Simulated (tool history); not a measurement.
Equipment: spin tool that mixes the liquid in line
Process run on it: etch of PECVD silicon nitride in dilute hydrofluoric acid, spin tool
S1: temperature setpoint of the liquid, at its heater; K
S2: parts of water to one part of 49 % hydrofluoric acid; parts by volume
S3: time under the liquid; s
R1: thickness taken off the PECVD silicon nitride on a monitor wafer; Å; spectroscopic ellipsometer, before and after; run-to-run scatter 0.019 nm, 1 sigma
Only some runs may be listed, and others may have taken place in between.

run  hour      S1   S2   S3      R1
  1   0.0  293.15   80  100  50.070
  2   3.6  292.15   90  100  41.758
  3  10.0  291.65   95  100  38.108
  4  11.7  294.65   95  100  47.412
  5  13.3  293.15  100  100  40.392
  6  17.7  292.15  105  100  36.535
  7  26.2  291.65  105  100  34.880
     30.8  -- thermometer replaced
  8  30.8  291.15  105  100  37.797
  9  34.2  290.65  115  100  33.426

Forecast run 10:
 10  38.1  290.65  115  100   ?

Logged for run 10: R1 32.889 Å.

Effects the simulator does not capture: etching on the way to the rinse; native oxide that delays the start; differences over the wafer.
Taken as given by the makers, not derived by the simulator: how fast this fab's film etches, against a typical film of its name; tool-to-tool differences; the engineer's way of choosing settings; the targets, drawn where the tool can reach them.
